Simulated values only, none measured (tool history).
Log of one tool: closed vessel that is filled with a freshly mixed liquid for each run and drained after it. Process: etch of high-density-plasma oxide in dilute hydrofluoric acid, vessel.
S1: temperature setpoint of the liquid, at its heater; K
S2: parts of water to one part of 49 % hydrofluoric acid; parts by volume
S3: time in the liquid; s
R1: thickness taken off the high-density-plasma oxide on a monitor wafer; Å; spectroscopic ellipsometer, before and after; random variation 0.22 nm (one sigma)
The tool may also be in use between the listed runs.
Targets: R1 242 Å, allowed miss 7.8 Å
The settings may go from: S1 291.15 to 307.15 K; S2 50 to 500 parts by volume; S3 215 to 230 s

{"run": 1, "hour": 0.0, "S1": 299.15, "S2": 275, "S3": 215, "R1": 81.927}
{"run": 2, "hour": 8.3, "S1": 299.15, "S2": 275, "S3": 230, "R1": 88.944}
{"run": 3, "hour": 15.3, "S1": 299.15, "S2": 365, "S3": 230, "R1": 60.25}
{"run": 4, "hour": 23.2, "S1": 299.15, "S2": 365, "S3": 215, "R1": 56.701}
{"run": 5, "hour": 28.0, "S1": 299.15, "S2": 365, "S3": 215, "R1": 56.733}
{"run": 6, "hour": 33.9, "S1": 302.15, "S2": 365, "S3": 215, "R1": 60.931}
{"run": 7, "hour": 36.1, "S1": 302.65, "S2": 335, "S3": 215, "R1": 70.265}
{"run": 8, "hour": 44.4, "S1": 303.15, "S2": 305, "S3": 215, "R1": 81.041}
{"run": 9, "hour": 46.7, "S1": 303.65, "S2": 280, "S3": 215, "R1": 91.662}
{"run": 10, "hour": 49.0, "S1": 304.15, "S2": 260, "S3": 215, "R1": 102.19}
{"run": 11, "hour": 56.2, "S1": 304.65, "S2": 240, "S3": 215, "R1": 116.13}
{"run": 12, "hour": 58.8, "S1": 304.65, "S2": 225, "S3": 215, "R1": 126.69}
{"run": 13, "hour": 63.0, "S1": 307.15, "S2": 115, "S3": 215, "R1": 315.19}
{"run": 14, "hour": 66.0, "S1": 306.65, "S2": 115, "S3": 215, "R1": 308.8}
{"run": 15, "hour": 69.6, "S1": 306.65, "S2": 115, "S3": 215, "R1": 309.47}

5 next moves are on the table. One of them brings every result within its allowed miss. Which?
{"run": "A", "hour": 73.2, "S1": 306.65, "S2": 125, "S3": 215, "R1": "?"}
{"run": "B", "hour": 73.2, "S1": 307.15, "S2": 110, "S3": 230, "R1": "?"}
{"run": "C", "hour": 73.2, "S1": 306.65, "S2": 80, "S3": 215, "R1": "?"}
{"run": "D", "hour": 73.2, "S1": 307.15, "S2": 165, "S3": 220, "R1": "?"}
{"run": "E", "hour": 73.2, "S1": 307.15, "S2": 150, "S3": 230, "R1": "?"}

move=A R1=283.24
move=B R1=358.46
move=C R1=474.03
move=D R1=210.96
move=E R1=247.81
A: nearer than the last run, and not there yet
B: further off than the last run
C: further off than the last run
D: takes the result that was furthest off past its target
E: meets every target
Move E is the one to make.
